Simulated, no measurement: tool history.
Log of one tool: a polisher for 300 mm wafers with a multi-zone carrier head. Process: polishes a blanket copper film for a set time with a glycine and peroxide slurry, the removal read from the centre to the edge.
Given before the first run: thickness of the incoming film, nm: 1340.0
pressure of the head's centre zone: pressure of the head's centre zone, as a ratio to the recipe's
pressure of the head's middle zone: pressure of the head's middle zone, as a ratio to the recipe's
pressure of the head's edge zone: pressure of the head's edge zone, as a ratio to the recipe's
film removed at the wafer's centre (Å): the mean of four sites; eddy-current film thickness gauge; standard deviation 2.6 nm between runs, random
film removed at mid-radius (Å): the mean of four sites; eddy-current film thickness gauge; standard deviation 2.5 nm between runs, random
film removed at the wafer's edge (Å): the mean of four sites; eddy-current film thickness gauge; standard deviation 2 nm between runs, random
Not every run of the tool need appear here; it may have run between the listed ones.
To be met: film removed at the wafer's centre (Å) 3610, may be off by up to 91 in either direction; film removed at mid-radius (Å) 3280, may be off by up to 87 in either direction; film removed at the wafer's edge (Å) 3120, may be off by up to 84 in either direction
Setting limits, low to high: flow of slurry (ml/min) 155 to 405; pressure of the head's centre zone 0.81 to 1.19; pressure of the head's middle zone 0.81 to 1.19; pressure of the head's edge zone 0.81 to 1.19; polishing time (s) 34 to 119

| run | hour | flow of slurry (ml/min) | pressure of the head's centre zone | pressure of the head's middle zone | pressure of the head's edge zone | polishing time (s) | film removed at the wafer's centre (Å) | film removed at mid-radius (Å) | film removed at the wafer's edge (Å) |
|---|---|---|---|---|---|---|---|---|---|
| 1 | 0 | 260 | 1 | 1 | 1 | 76 | 5550.6 | 5577.4 | 5573.9 |
| 2 | 2.6 | 205 | 1 | 1 | 1 | 76 | 5349.2 | 5431.4 | 5479.2 |
| 3 | 10 | 235 | 1.02 | 0.99 | 0.95 | 63 | 4634 | 4480.7 | 4415.7 |
| 4 | 17.5 | 245 | 1.02 | 0.98 | 0.91 | 56 | 4189.5 | 3954.1 | 3904.3 |
| 5 | 18.9 | 210 | 1.02 | 0.98 | 0.91 | 56 | 4065 | 3868.1 | 3864.3 |
| 6 | 20.4 | 230 | 1.03 | 0.98 | 0.88 | 52 | 3895.6 | 3664 | 3565.8 |
| 7 | 25.6 | 225 | 1.04 | 0.98 | 0.86 | 50 | 3761.3 | 3576.9 | 3417.9 |
| 8 | 29.1 | 220 | 1.05 | 0.97 | 0.84 | 49 | 3708.7 | 3402.7 | 3260.7 |
| 9 | 33.3 | 210 | 1.05 | 0.97 | 0.83 | 49 | 3687.6 | 3384 | 3237.1 |
| 10 | 40.9 | 200 | 1.05 | 0.97 | 0.82 | 49 | 3639.8 | 3366.5 | 3227.7 |

Which one of the following 4 next-run settings gets every result inside its allowed miss? There is exactly one.
| A | 48.5 | 190 | 1.01 | 0.97 | 0.83 | 48 | ? | ? | ? |
| B | 48.5 | 275 | 1.07 | 0.98 | 0.86 | 46 | ? | ? | ? |
| C | 48.5 | 210 | 1.06 | 0.98 | 0.81 | 44 | ? | ? | ? |
| D | 48.5 | 200 | 1.13 | 1.06 | 0.81 | 45 | ? | ? | ? |

| move | film removed at the wafer's centre (Å) | film removed at mid-radius (Å) | film removed at the wafer's edge (Å) |
|---|---|---|---|
| A | 3420.6 | 3270.5 | 3150.6 |
| B | 3651.6 | 3305.5 | 3171.8 |
| C | 3342.1 | 3064.8 | 2886 |
| D | 3620.3 | 3326.8 | 2934.3 |
A: the worst result of the last run now meets its target, but another is out of spec
B: each result inside its tolerance
C: pushes the last run's worst result past its target
D: pushes the last run's worst result past its target
Go with B: it meets all targets.
